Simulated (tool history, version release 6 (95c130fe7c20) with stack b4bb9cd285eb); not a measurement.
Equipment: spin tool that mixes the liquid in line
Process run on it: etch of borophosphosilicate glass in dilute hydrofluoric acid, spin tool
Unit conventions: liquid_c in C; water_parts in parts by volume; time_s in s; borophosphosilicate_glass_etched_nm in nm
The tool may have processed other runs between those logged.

run  hour  liquid_c  water_parts  time_s  borophosphosilicate_glass_etched_nm
  1   0.0      24.0          285     310                               34.118
  2   8.0      24.0          285     310                               33.906
  3  16.1      26.5          260     310                               41.276
  4  21.9      26.5          260     335                               44.588
  5  23.4      28.0          240     335                               51.851
  6  26.3      30.0          240     335                               55.124
  7  30.2      30.5          230     335                               59.991

Run 8 is up next; what results do you expect?
  8  33.3      31.0          230     335                                    ?

{"run 8": {"borophosphosilicate_glass_etched_nm": 59.526}}

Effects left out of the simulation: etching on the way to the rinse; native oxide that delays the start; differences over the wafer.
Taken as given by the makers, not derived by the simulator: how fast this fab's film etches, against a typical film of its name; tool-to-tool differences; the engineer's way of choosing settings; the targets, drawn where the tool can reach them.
